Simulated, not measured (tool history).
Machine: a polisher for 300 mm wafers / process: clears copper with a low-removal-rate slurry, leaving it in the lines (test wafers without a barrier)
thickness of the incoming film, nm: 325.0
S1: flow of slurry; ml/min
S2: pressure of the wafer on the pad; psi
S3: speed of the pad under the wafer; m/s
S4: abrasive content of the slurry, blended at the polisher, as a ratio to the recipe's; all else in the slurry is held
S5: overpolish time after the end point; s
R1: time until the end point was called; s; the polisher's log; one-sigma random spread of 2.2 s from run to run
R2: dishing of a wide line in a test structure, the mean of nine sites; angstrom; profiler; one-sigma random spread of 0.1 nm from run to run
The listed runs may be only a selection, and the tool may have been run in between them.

run	hour	S1	S2	S3	S4	S5	R1	R2
1	0	205	2.1	1.24	1	9	122.02	168.79
2	5.1	205	2	1.26	1	7	130.79	126.58
3	14.2	205	1.9	1.3	1	6	129.97	107.62
4	16	205	1.8	1.32	1	5	134.21	86.47
5	23.1	205	1.8	1.32	1.2	5	124.9	89.669
6	25.9	205	1.8	1.32	1.2	3	127.31	54.872
7	27	195	1.8	1.34	1.1	3	135.23	54.301
8	32.1	210	1.8	1.34	1.05	3	134.05	55.738
9	37.2	210	1.8	1.34	1	6	131.44	107.51
10	38.9	200	1.8	1.28	1.1	6	132.38	103.15
11	46.7	205	1.9	1.2	1.15	6	130.58	105.36
12	53.5	205	1.8	1.28	0.95	3	136.35	50.405
13	56.2	205	1.7	1.36	1	3	134.98	52.045
14	61.5	205	1.7	1.34	1.05	3	138.04	50.802
15	63.8	200	1.7	1.34	1.05	3	141.54	52.088
16	65.8	205	1.7	1.36	1.05	3	140.51	51.926
17	70.9	200	1.7	1.38	1.05	3	135.25	52.876
18	79.7	215	1.7	1.36	1.1	3	133.6	52.734
19	88.6	200	1.7	1.36	1.1	3	136.55	51.716
20	95.5	200	1.7	1.36	1.1	3	134.45	52.52

Run 21, settings as shown, results not yet in. Your forecast:
21	100.8	210	1.7	1.34	1.1	3	?	?

R1: 137.63 s
R2: 51.952 angstrom
